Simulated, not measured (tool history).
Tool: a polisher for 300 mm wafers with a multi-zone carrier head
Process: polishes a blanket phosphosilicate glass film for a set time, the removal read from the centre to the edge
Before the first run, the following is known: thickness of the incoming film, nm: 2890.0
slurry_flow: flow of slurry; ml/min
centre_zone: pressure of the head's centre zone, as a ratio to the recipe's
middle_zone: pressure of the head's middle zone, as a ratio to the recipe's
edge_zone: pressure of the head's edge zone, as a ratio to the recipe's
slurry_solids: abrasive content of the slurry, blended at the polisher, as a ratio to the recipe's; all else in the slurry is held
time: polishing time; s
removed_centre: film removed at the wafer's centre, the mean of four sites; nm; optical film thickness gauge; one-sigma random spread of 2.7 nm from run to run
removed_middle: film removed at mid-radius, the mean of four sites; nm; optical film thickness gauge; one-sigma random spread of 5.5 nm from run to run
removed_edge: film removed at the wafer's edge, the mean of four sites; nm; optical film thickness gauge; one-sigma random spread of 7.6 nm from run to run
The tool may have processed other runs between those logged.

{"run": 1, "hour": 0.0, "slurry_flow": 300, "centre_zone": 1, "middle_zone": 1, "edge_zone": 1, "slurry_solids": 1, "time": 87, "removed_centre": 423.33, "removed_middle": 413.71, "removed_edge": 425.7}
{"run": 2, "hour": 6.2, "slurry_flow": 300, "centre_zone": 1, "middle_zone": 1, "edge_zone": 1, "slurry_solids": 1.1, "time": 87, "removed_centre": 445.83, "removed_middle": 440.27, "removed_edge": 440.46}
{"run": 3, "hour": 14.7, "slurry_flow": 300, "centre_zone": 1.06, "middle_zone": 1, "edge_zone": 1, "slurry_solids": 1.1, "time": 87, "removed_centre": 473.73, "removed_middle": 438.82, "removed_edge": 444.71}
{"run": 4, "hour": 19.3, "slurry_flow": 300, "centre_zone": 1.06, "middle_zone": 1, "edge_zone": 1, "slurry_solids": 1.1, "time": 101, "removed_centre": 553.27, "removed_middle": 502.99, "removed_edge": 520.35}
{"run": 5, "hour": 24.5, "slurry_flow": 300, "centre_zone": 1.06, "middle_zone": 1, "edge_zone": 0.92, "slurry_solids": 1.1, "time": 101, "removed_centre": 551.46, "removed_middle": 503.47, "removed_edge": 499.86}
{"run": 6, "hour": 32.8, "slurry_flow": 300, "centre_zone": 1.06, "middle_zone": 0.95, "edge_zone": 0.92, "slurry_solids": 1.1, "time": 101, "removed_centre": 549.93, "removed_middle": 500.61, "removed_edge": 496.14}
{"run": 7, "hour": 37.8, "slurry_flow": 230, "centre_zone": 0.96, "middle_zone": 0.9, "edge_zone": 1.02, "slurry_solids": 1.1, "time": 101, "removed_centre": 482.22, "removed_middle": 469.66, "removed_edge": 512.82}
{"run": 8, "hour": 40.4, "slurry_flow": 220, "centre_zone": 0.92, "middle_zone": 0.91, "edge_zone": 1.05, "slurry_solids": 1.1, "time": 101, "removed_centre": 462.88, "removed_middle": 469.66, "removed_edge": 521.28}

Run 9 is up next; what results do you expect?
{"run": 9, "hour": 48.7, "slurry_flow": 210, "centre_zone": 0.9, "middle_zone": 0.92, "edge_zone": 1.07, "slurry_solids": 1.1, "time": 101, "removed_centre": "?", "removed_middle": "?", "removed_edge": "?"}

removed_centre: 449.39 nm
removed_middle: 476.84 nm
removed_edge: 526.3 nm
